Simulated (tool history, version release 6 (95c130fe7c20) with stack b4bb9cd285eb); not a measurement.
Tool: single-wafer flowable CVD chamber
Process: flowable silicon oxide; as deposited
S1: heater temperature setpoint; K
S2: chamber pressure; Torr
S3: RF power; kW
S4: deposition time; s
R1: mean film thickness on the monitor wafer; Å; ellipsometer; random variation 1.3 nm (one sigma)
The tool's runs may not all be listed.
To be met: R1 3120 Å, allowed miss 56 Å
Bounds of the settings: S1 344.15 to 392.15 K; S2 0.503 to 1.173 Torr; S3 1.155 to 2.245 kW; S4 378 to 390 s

run,hour,S1,S2,S3,S4,R1
1,0,368.15,0.838,1.7,378,2861.2
2,0.6,368.15,0.838,1.81,378,2912.7
3,8.7,377.15,0.838,1.81,378,2172
4,17.5,376.15,0.838,1.81,378,2255.3
5,18.7,376.15,0.838,1.81,378,2256.6
6,24.3,376.15,0.838,1.68,378,2215.6
7,33.1,364.15,0.84,1.68,378,3278.7
8,35.3,364.15,0.84,1.68,378,3260.5

5 next moves are on the table. One of them brings every result within its allowed miss. Which?
A,37.5,366.15,0.89,1.68,387,?
B,37.5,364.15,0.775,1.905,378,?
C,37.5,355.15,0.661,1.62,378,?
D,37.5,362.15,0.847,1.705,378,?
E,37.5,362.15,0.836,1.525,388,?

move,R1
A,3312.4
B,3113.7
C,3346.3
D,3516.3
E,3463.3
A: further off than the last run
B: meets every target
C: further off than the last run
D: further off than the last run
E: further off than the last run
Move B is the one to make.
